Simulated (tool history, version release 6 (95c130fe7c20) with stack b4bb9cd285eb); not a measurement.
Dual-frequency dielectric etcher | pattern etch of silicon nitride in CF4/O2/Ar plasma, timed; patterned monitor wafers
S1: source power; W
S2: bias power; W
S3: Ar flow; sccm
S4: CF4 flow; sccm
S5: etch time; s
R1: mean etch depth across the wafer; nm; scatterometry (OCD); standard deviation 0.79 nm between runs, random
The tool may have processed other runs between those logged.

run	day	S1	S2	S3	S4	S5	R1
1	0	530	54	134	82	144.5	298.21
2	0.058	530	54	134	95	144.5	303.08
3	0.425	460	54	134	95	144.5	260.91
4	0.471	510	54	134	95	144.5	291.22
5	0.575	510	54	134	88	144.5	288.02
6	0.933	500	54	134	88	144.5	282.07
7	1.25	490	54	134	88	144.5	276.27

The next listed run, before its measurement:
8	1.279	410	53	134	88	144.5	?

Logged for run 8: R1 226.93 nm.
